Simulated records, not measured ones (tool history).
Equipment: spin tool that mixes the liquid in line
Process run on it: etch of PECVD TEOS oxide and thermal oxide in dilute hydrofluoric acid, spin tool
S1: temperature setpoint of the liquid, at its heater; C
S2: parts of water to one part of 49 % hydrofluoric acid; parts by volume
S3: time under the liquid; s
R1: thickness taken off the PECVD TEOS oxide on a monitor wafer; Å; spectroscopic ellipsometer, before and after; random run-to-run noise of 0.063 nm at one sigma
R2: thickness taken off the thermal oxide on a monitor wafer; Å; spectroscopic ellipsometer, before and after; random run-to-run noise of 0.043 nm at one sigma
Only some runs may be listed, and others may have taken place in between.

| run | hour | S1 | S2 | S3 | R1 | R2 |
|---|---|---|---|---|---|---|
| 1 | 0 | 20 | 195 | 100 | 73.629 | 19.044 |
| 2 | 3.6 | 20 | 170 | 100 | 88.152 | 21.181 |
| 3 | 6.4 | 20 | 170 | 135 | 116.48 | 27.985 |
| 4 | 14.1 | 20 | 220 | 135 | 86.71 | 20.552 |
| 5 | 18.7 | 20 | 165 | 135 | 121.9 | 30.175 |
| 6 | 20.8 | 19.5 | 170 | 135 | 114.81 | 29.475 |
| 7 | 28.2 | 19.5 | 170 | 135 | 114.86 | 29.573 |
| 8 | 32.2 | 19.5 | 180 | 135 | 108.38 | 27.104 |

What will run 9 give?
| 9 | 34.9 | 19.5 | 185 | 135 | ? | ? |

R1: 104.61 Å
R2: 25.848 Å

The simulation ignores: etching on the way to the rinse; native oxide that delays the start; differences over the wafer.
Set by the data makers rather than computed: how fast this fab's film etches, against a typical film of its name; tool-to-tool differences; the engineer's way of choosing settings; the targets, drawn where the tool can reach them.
